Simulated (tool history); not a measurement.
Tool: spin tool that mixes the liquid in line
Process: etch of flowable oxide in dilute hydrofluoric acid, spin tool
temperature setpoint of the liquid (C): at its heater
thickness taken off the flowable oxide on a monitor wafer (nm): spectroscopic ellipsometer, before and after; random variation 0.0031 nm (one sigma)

run,hour,temperature setpoint of the liquid (C),parts of water to one part of 49 % hydrofluoric acid (parts by volume),time under the liquid (s),thickness taken off the flowable oxide on a monitor wafer (nm)
1,0.0,23.0,275,15,1.8264
2,5.1,23.0,175,15,3.1518
3,10.2,23.0,240,15,2.1589
4,17.9,23.0,200,15,2.6997
5,26.2,22.0,220,15,2.3171
6,32.7,21.5,235,15,2.0867
7,35.5,21.0,250,15,1.9017

Forecast run 8:
8,36.7,20.5,265,15,?

{"run 8": {"thickness taken off the flowable oxide on a monitor wafer (nm)": 1.738}}
